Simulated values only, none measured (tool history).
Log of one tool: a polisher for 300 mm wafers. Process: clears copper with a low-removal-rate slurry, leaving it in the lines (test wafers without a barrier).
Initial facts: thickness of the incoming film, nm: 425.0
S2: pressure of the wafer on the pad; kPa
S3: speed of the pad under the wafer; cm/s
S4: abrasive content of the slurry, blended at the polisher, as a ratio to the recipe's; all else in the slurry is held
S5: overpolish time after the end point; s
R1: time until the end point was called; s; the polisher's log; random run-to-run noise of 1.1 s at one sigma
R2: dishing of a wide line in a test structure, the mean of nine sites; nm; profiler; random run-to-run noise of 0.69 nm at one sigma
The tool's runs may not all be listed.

{"run": 1, "hour": 0.0, "flow of slurry (ml/min)": 290, "S2": 19.3, "S3": 94, "S4": 1, "S5": 23, "R1": 176.76, "R2": 33.871}
{"run": 2, "hour": 5.1, "flow of slurry (ml/min)": 290, "S2": 19.3, "S3": 94, "S4": 1.15, "S5": 23, "R1": 173.19, "R2": 34.512}
{"run": 3, "hour": 7.3, "flow of slurry (ml/min)": 290, "S2": 19.3, "S3": 112, "S4": 1.15, "S5": 23, "R1": 147.4, "R2": 39.345}
{"run": 4, "hour": 13.0, "flow of slurry (ml/min)": 290, "S2": 15.9, "S3": 112, "S4": 1.15, "S5": 23, "R1": 179.89, "R2": 32.836}
{"run": 5, "hour": 19.5, "flow of slurry (ml/min)": 290, "S2": 18.6, "S3": 112, "S4": 1.15, "S5": 20, "R1": 151.95, "R2": 34.558}
{"run": 6, "hour": 28.1, "flow of slurry (ml/min)": 290, "S2": 20, "S3": 112, "S4": 1.15, "S5": 18, "R1": 139.15, "R2": 33.426}
{"run": 7, "hour": 34.7, "flow of slurry (ml/min)": 290, "S2": 21.4, "S3": 112, "S4": 1.15, "S5": 17, "R1": 134.77, "R2": 33.432}
{"run": 8, "hour": 38.7, "flow of slurry (ml/min)": 290, "S2": 22.8, "S3": 112, "S4": 1.15, "S5": 17, "R1": 124.03, "R2": 35.055}
{"run": 9, "hour": 42.9, "flow of slurry (ml/min)": 290, "S2": 23.4, "S3": 112, "S4": 1.15, "S5": 17, "R1": 122.55, "R2": 35.15}

Run 10 comes next. What will it give?
{"run": 10, "hour": 46.4, "flow of slurry (ml/min)": 290, "S2": 24.1, "S3": 112, "S4": 1.15, "S5": 17, "R1": "?", "R2": "?"}

R1: 118.29 s
R2: 35.599 nm
